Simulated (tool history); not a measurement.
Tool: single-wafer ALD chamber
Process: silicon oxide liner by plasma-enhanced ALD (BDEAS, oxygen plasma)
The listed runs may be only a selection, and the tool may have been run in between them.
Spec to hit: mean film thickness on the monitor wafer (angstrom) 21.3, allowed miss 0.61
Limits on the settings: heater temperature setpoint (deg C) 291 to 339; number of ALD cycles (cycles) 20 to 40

| run | hour | heater temperature setpoint (deg C) | number of ALD cycles (cycles) | mean film thickness on the monitor wafer (angstrom) |
|---|---|---|---|---|
| 1 | 0 | 315 | 30 | 27.383 |
| 2 | 3 | 315 | 27 | 24.737 |
| 3 | 11.6 | 315 | 30 | 27.49 |
| 4 | 16.7 | 315 | 28 | 25.702 |
| 5 | 24.6 | 315 | 24 | 21.939 |
| 6 | 26.9 | 315 | 22 | 20.17 |
| 7 | 31.9 | 315 | 22 | 20.063 |
| 8 | 38 | 314 | 25 | 22.706 |
| 9 | 39.2 | 314 | 24 | 22.107 |
| 10 | 41.3 | 315 | 22 | 20.117 |

Which one of the following 5 next-run settings gets every result inside its allowed miss? There is exactly one.
| A | 43.4 | 321 | 25 | ? |
| B | 43.4 | 323 | 22 | ? |
| C | 43.4 | 312 | 23 | ? |
| D | 43.4 | 316 | 25 | ? |
| E | 43.4 | 317 | 21 | ? |

| move | mean film thickness on the monitor wafer (angstrom) |
|---|---|
| A | 22.683 |
| B | 19.895 |
| C | 21.177 |
| D | 22.869 |
| E | 19.179 |
A: takes the biggest miss from the last run beyond its target
B: further off than the last run
C: each result inside its tolerance
D: takes the biggest miss from the last run beyond its target
E: further off than the last run
Correct choice: C, which meets every target

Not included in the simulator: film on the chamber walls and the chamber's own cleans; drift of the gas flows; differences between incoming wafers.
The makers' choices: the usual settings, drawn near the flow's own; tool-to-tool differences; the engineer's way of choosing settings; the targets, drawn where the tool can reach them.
